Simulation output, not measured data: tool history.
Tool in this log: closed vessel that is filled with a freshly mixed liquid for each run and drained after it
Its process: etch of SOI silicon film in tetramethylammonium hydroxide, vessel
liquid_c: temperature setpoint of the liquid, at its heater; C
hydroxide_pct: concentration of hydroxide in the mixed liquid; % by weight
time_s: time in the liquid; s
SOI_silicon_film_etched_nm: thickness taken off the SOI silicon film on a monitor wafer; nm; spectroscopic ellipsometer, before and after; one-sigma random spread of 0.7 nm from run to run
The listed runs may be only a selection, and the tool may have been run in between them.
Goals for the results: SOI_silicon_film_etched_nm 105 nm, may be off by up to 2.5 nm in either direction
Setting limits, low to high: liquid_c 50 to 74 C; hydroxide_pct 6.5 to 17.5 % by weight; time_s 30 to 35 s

run	day	liquid_c	hydroxide_pct	time_s	SOI_silicon_film_etched_nm
1	0	61	12	35	128.2
2	0.221	61	10.5	35	135.37
3	0.3	60	10.5	35	126.53
4	0.575	59.5	10.5	35	122.84
5	0.717	59	10.5	35	119.69
6	0.796	63.5	10.5	35	158.45
7	1	62	10.5	35	143.39
8	1.15	61	10.5	35	133.99
9	1.2	60	10.5	35	129.23
# day 1.346: hydroxide flow meter replaced
10	1.346	59	10.5	35	121.98
11	1.458	58.5	10.5	35	119.01
12	1.529	58	10.5	35	114.17
13	1.604	57.5	10.5	35	110.91
14	1.696	57	10.5	35	108.65

4 next moves are on the table. One of them brings every result within its allowed miss. Which?
A	1.788	56	8.5	35	?
B	1.788	57.5	10.5	35	?
C	1.788	55	8	35	?
D	1.788	58	12	35	?

move	SOI_silicon_film_etched_nm
A	109.81
B	111.88
C	104.99
D	109.91
A: moves away from the targets compared with the last run
B: moves away from the targets compared with the last run
C: in spec on every target
D: moves away from the targets compared with the last run
So the answer is move C, the one that meets all the targets.

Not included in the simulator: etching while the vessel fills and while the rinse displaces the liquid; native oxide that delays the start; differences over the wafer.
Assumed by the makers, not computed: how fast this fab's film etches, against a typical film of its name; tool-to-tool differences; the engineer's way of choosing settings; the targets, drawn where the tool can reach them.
